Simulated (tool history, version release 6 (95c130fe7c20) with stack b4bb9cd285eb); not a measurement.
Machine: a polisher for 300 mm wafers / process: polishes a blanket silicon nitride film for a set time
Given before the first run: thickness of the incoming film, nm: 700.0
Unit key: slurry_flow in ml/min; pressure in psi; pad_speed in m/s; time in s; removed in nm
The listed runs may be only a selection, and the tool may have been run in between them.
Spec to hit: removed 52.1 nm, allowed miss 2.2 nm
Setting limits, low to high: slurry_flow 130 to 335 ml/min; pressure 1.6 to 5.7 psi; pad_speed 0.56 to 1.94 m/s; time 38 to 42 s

run	hour	slurry_flow	pressure	pad_speed	time	removed
1	0	215	3.6	1.24	42	101.21
2	2.9	215	3.2	1.2	42	88.747
3	6.4	215	2.9	1.16	42	78.205
4	14.2	235	2.9	1.16	42	81.099
5	20.4	235	3.8	1.16	42	106.41
6	29	225	3.4	1.14	42	94.537
7	30	220	3.1	1.12	42	84.145
8	31.2	215	2.1	1.08	42	56.298
9	31.8	210	2.1	1.08	42	56.158
10	40.4	205	2.1	1.08	42	55.385
11	44.2	205	2.1	1.08	42	56.092
12	51	200	2.1	1.08	42	55.814
13	52	195	2.1	1.08	42	54.688
14	55.6	190	2.1	1.08	42	55.043
15	63.4	185	2.1	1.08	42	55.097

Exactly one of the 4 candidate moves below puts every result within its allowed miss. Which one?
A	71.2	245	2.4	0.9	42	?
B	71.2	180	2.1	1.36	38	?
C	71.2	220	2.3	1.02	41	?
D	71.2	230	2.4	0.92	38	?

move	removed
A	56.462
B	56.967
C	56.707
D	51.448
A: moves away from the targets compared with the last run
B: moves away from the targets compared with the last run
C: moves away from the targets compared with the last run
D: each result inside its tolerance
Go with D: it meets all targets.

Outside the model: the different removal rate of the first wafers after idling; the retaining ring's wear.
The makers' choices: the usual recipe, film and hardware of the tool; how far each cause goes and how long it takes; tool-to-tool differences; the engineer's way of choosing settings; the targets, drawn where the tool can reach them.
